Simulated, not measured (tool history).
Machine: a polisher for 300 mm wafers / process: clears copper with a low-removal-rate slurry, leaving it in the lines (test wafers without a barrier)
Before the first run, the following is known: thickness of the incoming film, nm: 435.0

run	hour	flow of slurry (ml/min)	pressure of the wafer on the pad (psi)	speed of the pad under the wafer (cm/s)	abrasive content of the slurry	overpolish time after the end point (s)	time until the end point was called (s)	dishing of a wide line in a test structure (nm)
1	0	125	3.8	142	1	29	109.82	75.156
2	2.8	125	3.8	124	1	29	121.27	67.973
3	7.6	125	4.7	124	1	29	98.409	80.782
4	13.5	125	4.7	124	1.2	29	91.497	84.205
5	15.7	120	4.7	124	1.2	31	93.941	90.171
6	21.1	115	4.7	124	1.2	32	93.516	91.551

For run 7, what comes out?
7	21.9	110	4.7	124	1.2	33	?	?

time until the end point was called (s): 96.878
dishing of a wide line in a test structure (nm): 90.394
